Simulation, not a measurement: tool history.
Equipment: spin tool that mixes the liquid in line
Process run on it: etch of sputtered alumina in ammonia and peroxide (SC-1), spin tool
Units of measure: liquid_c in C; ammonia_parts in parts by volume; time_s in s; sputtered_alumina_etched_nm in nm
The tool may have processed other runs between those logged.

run,hour,liquid_c,ammonia_parts,time_s,sputtered_alumina_etched_nm
1,0,47,0.4,150,7.5825
2,3.9,40.5,0.4,150,5.2099
3,4.8,40.5,0.4,150,5.188
4,9.3,43.5,0.4,150,6.2006
5,13.1,43.5,0.25,150,5.9039
6,17.8,40,0.25,150,4.8107

Estimate the outcome of run 7 from the log above:
7,22.5,42.5,0.25,150,?

sputtered_alumina_etched_nm: 5.597 nm

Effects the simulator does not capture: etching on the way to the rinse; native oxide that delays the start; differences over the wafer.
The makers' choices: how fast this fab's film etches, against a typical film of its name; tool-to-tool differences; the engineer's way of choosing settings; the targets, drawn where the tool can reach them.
